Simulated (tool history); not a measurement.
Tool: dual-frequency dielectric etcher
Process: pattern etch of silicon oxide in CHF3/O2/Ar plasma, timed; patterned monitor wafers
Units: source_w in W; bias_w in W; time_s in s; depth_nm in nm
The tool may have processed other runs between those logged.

| run | hour | source_w | bias_w | time_s | depth_nm |
|---|---|---|---|---|---|
| 1 | 0.0 | 710 | 127 | 507.0 | 922.42 |
| 2 | 4.0 | 800 | 127 | 507.0 | 977.59 |
| 3 | 9.4 | 750 | 125 | 507.0 | 948.72 |
| 4 | 15.5 | 620 | 125 | 507.0 | 876.46 |
| 5 | 17.0 | 620 | 136 | 507.0 | 889.06 |
| 6 | 23.8 | 620 | 136 | 530.0 | 923.95 |
| 7 | 25.3 | 590 | 135 | 529.0 | 911.35 |
| 8 | 28.9 | 570 | 134 | 528.5 | 903.03 |
| 9 | 30.8 | 550 | 133 | 528.0 | 878.54 |

Run 10 has not been measured yet. What should we expect?
| 10 | 32.5 | 540 | 133 | 528.0 | ? |

{"run 10": {"depth_nm": 869.98}}
